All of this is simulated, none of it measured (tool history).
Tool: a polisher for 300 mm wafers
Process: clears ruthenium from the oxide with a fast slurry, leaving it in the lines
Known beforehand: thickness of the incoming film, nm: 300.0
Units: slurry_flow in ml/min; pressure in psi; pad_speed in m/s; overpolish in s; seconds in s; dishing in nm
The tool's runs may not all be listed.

{"run": 1, "hour": 0.0, "slurry_flow": 235, "pressure": 2.8, "pad_speed": 1.24, "slurry_solids": 1, "overpolish": 16, "seconds": 68.171, "dishing": 45.537}
{"run": 2, "hour": 7.4, "slurry_flow": 235, "pressure": 3.2, "pad_speed": 1.24, "slurry_solids": 1, "overpolish": 16, "seconds": 57.61, "dishing": 50.238}
{"run": 3, "hour": 8.1, "slurry_flow": 235, "pressure": 2.9, "pad_speed": 1.22, "slurry_solids": 1, "overpolish": 14, "seconds": 65.632, "dishing": 44.577}
{"run": 4, "hour": 14.8, "slurry_flow": 235, "pressure": 2.9, "pad_speed": 1.22, "slurry_solids": 0.95, "overpolish": 14, "seconds": 66.564, "dishing": 42.441}
{"run": 5, "hour": 22.1, "slurry_flow": 235, "pressure": 2.7, "pad_speed": 1.22, "slurry_solids": 0.9, "overpolish": 13, "seconds": 73.634, "dishing": 39.77}
{"run": 6, "hour": 29.8, "slurry_flow": 235, "pressure": 3.4, "pad_speed": 1.22, "slurry_solids": 0.9, "overpolish": 13, "seconds": 61.356, "dishing": 44.153}
{"run": 7, "hour": 31.4, "slurry_flow": 235, "pressure": 3.1, "pad_speed": 1.2, "slurry_solids": 0.9, "overpolish": 12, "seconds": 64.097, "dishing": 38.935}
{"run": 8, "hour": 33.5, "slurry_flow": 235, "pressure": 2.8, "pad_speed": 1.18, "slurry_solids": 0.9, "overpolish": 11, "seconds": 72.254, "dishing": 33.392}
{"run": 9, "hour": 40.4, "slurry_flow": 235, "pressure": 2.6, "pad_speed": 1.18, "slurry_solids": 0.9, "overpolish": 11, "seconds": 79.213, "dishing": 33.405}
{"run": 10, "hour": 48.6, "slurry_flow": 235, "pressure": 2.4, "pad_speed": 1.18, "slurry_solids": 0.9, "overpolish": 11, "seconds": 82.721, "dishing": 31.025}
{"run": 11, "hour": 53.5, "slurry_flow": 235, "pressure": 2.3, "pad_speed": 1.18, "slurry_solids": 0.9, "overpolish": 11, "seconds": 89.193, "dishing": 29.901}

Expected results for the next run?
{"run": 12, "hour": 55.4, "slurry_flow": 235, "pressure": 2.2, "pad_speed": 1.18, "slurry_solids": 0.9, "overpolish": 11, "seconds": "?", "dishing": "?"}

{"run 12": {"seconds": 91.743, "dishing": 28.881}}

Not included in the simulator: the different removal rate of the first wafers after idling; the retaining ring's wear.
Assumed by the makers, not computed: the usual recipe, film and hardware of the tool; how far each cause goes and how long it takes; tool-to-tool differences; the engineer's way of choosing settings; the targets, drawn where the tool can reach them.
